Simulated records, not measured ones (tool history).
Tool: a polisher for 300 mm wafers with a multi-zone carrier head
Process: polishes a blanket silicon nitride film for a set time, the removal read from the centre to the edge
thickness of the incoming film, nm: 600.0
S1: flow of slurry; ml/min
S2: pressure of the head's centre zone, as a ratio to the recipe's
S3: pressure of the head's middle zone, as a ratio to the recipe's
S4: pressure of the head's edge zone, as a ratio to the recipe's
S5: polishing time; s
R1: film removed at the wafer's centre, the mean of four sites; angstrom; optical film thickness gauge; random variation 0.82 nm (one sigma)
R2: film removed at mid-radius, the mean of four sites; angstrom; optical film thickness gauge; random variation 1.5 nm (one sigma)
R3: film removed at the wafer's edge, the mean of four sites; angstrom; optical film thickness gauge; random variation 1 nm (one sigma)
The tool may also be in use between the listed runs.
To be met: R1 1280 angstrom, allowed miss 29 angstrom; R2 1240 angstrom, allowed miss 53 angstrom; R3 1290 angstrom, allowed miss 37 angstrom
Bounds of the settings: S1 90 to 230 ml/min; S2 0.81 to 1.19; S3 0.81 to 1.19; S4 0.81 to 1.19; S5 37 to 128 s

run	hour	S1	S2	S3	S4	S5	R1	R2	R3
1	0	150	1	1	1	82	938.47	934.41	944.23
2	8.3	150	1	0.95	1	82	945.11	890.71	945.69
3	16.7	150	1	0.99	1	82	945.95	945.72	963.21
4	23.5	155	1.01	1	1.02	83	973.24	961.6	986.07
5	27	155	1.01	0.94	1.02	83	968.6	906.01	980.13
6	29.2	155	1.01	0.94	1.05	83	972.13	909.92	997.28
7	31.2	160	1.02	0.95	1.06	84	991.16	959.59	1022.4
8	33.1	165	1.03	0.95	1.07	85	1010	967.22	1035.9
9	37.9	165	1.03	0.95	1.07	85	1036.1	971.69	1038.6
10	41.4	165	1.03	0.95	1.08	86	1044	964.62	1037.5
11	49	165	1.03	0.95	1.08	86	1035.9	960.79	1040.8
12	53	165	1.03	0.96	1.09	88	1061.4	981.93	1076
13	58.3	170	1.03	0.97	1.1	89	1076	998.89	1090.8
14	67.1	170	1.03	0.99	1.11	91	1100.9	1070.6	1119.2
15	73.8	175	1.03	0.99	1.12	92	1111.4	1107.5	1139.5
16	76.3	210	1.08	0.97	1.19	99	1286.9	1177.8	1310
17	82.2	210	1.08	0.98	1.19	99	1305.1	1167	1302.2

5 next moves are on the table. One of them brings every result within its allowed miss. Which?
A	88.1	225	1.16	0.93	1.17	95	?	?	?
B	88.1	185	1.07	1	1.13	102	?	?	?
C	88.1	195	0.97	1.08	1.03	107	?	?	?
D	88.1	225	1.11	0.96	1.19	97	?	?	?
E	88.1	205	1.17	0.94	1.18	97	?	?	?

move	R1	R2	R3
A	1325.7	1115.8	1255.4
B	1295	1237.3	1294.2
C	1273.8	1398.1	1302.8
D	1308.3	1170.2	1292.7
E	1343.1	1134.6	1274.8
A: further off than the last run
B: meets every target
C: takes the result that was furthest off past its target
D: as far off as the last run
E: further off than the last run
Answer: B
